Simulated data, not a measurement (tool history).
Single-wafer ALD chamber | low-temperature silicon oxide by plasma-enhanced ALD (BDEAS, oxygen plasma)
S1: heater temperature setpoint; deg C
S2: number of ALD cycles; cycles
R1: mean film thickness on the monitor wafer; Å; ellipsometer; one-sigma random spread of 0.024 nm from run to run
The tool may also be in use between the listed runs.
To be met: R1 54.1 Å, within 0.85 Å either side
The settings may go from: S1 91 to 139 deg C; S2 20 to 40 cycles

Run 1, hour 0: S1 115 deg C, S2 30 cycles. Result: R1 43.999 Å.
Run 2, hour 0.8: S1 113 deg C, S2 32 cycles. Result: R1 47.168 Å.
Run 3, hour 1.6: S1 113 deg C, S2 28 cycles. Result: R1 41.617 Å.
Run 4, hour 6.8: S1 124 deg C, S2 28 cycles. Result: R1 40.636 Å.
Run 5, hour 13.7: S1 124 deg C, S2 26 cycles. Result: R1 37.535 Å.
Run 6, hour 18.4: S1 120 deg C, S2 28 cycles. Result: R1 40.692 Å.
Run 7, hour 20.9: S1 116 deg C, S2 30 cycles. Result: R1 44.017 Å.
Run 8, hour 28.5: S1 113 deg C, S2 31 cycles. Result: R1 45.687 Å.
Run 9, hour 37.3: S1 110 deg C, S2 32 cycles. Result: R1 47.573 Å.
Run 10, hour 45.3: S1 107 deg C, S2 33 cycles. Result: R1 49.519 Å.
Run 11, hour 50.4: S1 97 deg C, S2 36 cycles. Result: R1 55.278 Å.
Run 12, hour 58.3: S1 98 deg C, S2 36 cycles. Result: R1 55.09 Å.
Run 13, hour 62.1: S1 101 deg C, S2 35 cycles. Result: R1 52.817 Å.
Run 14, hour 67.2: S1 100 deg C, S2 35 cycles. Result: R1 52.8 Å.
Run 15, hour 68.7: S1 98 deg C, S2 36 cycles. Result: R1 55.293 Å.

Below are 4 possible settings for the next run. Only one of them brings all results inside the allowed miss of their targets. Which is it?
Run A, hour 70.2: S1 102 deg C, S2 36 cycles. Result: R1 ?.
Run B, hour 70.2: S1 107 deg C, S2 39 cycles. Result: R1 ?.
Run C, hour 70.2: S1 91 deg C, S2 36 cycles. Result: R1 ?.
Run D, hour 70.2: S1 99 deg C, S2 37 cycles. Result: R1 ?.

move      R1
   A  53.881
   B  57.799
   C  56.115
   D  55.938
A: all results land within tolerance of their targets
B: misses by more than the last run did
C: misses by more than the last run did
D: misses by more than the last run did
Correct choice: A, which meets every target

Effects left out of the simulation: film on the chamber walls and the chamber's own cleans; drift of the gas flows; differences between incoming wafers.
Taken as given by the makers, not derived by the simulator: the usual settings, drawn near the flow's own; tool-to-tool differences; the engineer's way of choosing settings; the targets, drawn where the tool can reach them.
